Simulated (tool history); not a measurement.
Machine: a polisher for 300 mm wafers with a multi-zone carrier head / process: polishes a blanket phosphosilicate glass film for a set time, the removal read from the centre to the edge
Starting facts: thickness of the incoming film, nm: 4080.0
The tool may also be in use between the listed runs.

| run | hour | flow of slurry (ml/min) | pressure of the head's centre zone | pressure of the head's middle zone | pressure of the head's edge zone | abrasive content of the slurry | polishing time (s) | film removed at the wafer's centre (Å) | film removed at mid-radius (Å) | film removed at the wafer's edge (Å) |
|---|---|---|---|---|---|---|---|---|---|---|
| 1 | 0.0 | 215 | 1.00 | 1.00 | 1.00 | 1.00 | 50 | 5853.9 | 6278.2 | 6248.4 |
| 2 | 4.7 | 215 | 1.08 | 1.00 | 1.00 | 1.00 | 50 | 6094.7 | 6316.6 | 6293.5 |
| 3 | 12.2 | 215 | 1.08 | 1.01 | 0.95 | 0.85 | 48 | 5279.1 | 5421.0 | 5381.8 |
| 4 | 16.0 | 220 | 1.10 | 1.05 | 0.90 | 0.75 | 47 | 4713.1 | 4944.6 | 4546.1 |
| 5 | 22.1 | 175 | 1.10 | 1.05 | 0.90 | 0.75 | 47 | 4531.4 | 4727.0 | 4370.5 |
| 6 | 24.5 | 175 | 1.10 | 1.05 | 0.90 | 0.75 | 39 | 3734.8 | 3998.2 | 3683.8 |
| 7 | 29.2 | 200 | 1.11 | 1.07 | 0.91 | 0.75 | 39 | 3866.7 | 4199.0 | 3772.7 |
|  | 32.0 | centre zone pressure recalibrated |
| 8 | 32.0 | 220 | 1.12 | 1.08 | 0.91 | 0.75 | 39 | 4198.6 | 4195.1 | 3853.3 |
| 9 | 38.6 | 220 | 1.10 | 1.10 | 0.92 | 0.75 | 39 | 4140.3 | 4345.5 | 3812.7 |

Run 10 comes next. What will it give?
| 10 | 45.3 | 225 | 1.08 | 1.10 | 0.93 | 0.75 | 39 | ? | ? | ? |

{"run 10": {"film removed at the wafer's centre (Å)": 4081.9, "film removed at mid-radius (Å)": 4256.4, "film removed at the wafer's edge (Å)": 3811.8}}
